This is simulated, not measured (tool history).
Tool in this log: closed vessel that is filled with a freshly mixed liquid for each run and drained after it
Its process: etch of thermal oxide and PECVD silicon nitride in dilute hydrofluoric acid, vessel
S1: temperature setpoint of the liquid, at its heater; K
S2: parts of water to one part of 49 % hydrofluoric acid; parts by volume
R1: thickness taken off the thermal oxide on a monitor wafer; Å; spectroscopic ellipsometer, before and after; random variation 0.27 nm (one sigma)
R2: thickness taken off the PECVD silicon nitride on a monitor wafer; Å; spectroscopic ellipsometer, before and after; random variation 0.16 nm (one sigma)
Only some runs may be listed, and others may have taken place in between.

{"run": 1, "hour": 0.0, "S1": 296.15, "S2": 135, "time in the liquid (s)": 1375, "R1": 450.82, "R2": 280.43}
{"run": 2, "hour": 3.2, "S1": 296.15, "S2": 100, "time in the liquid (s)": 1375, "R1": 638.08, "R2": 369.9}
{"run": 3, "hour": 10.8, "S1": 296.15, "S2": 50, "time in the liquid (s)": 1375, "R1": 1349.1, "R2": 737.88}
{"run": 4, "hour": 19.9, "S1": 296.15, "S2": 25, "time in the liquid (s)": 1375, "R1": 2841.2, "R2": 1451.5}
{"run": 5, "hour": 27.9, "S1": 296.15, "S2": 50, "time in the liquid (s)": 1375, "R1": 1349.6, "R2": 725.14}
{"run": 6, "hour": 31.1, "S1": 296.15, "S2": 50, "time in the liquid (s)": 835, "R1": 827.79, "R2": 447.23}
{"run": 7, "hour": 40.0, "S1": 295.15, "S2": 55, "time in the liquid (s)": 830, "R1": 713.68, "R2": 381.47}

Run 8, settings as shown, results not yet in. Your forecast:
{"run": 8, "hour": 45.2, "S1": 294.65, "S2": 60, "time in the liquid (s)": 820, "R1": "?", "R2": "?"}

{"run 8": {"R1": 623.92, "R2": 328.13}}
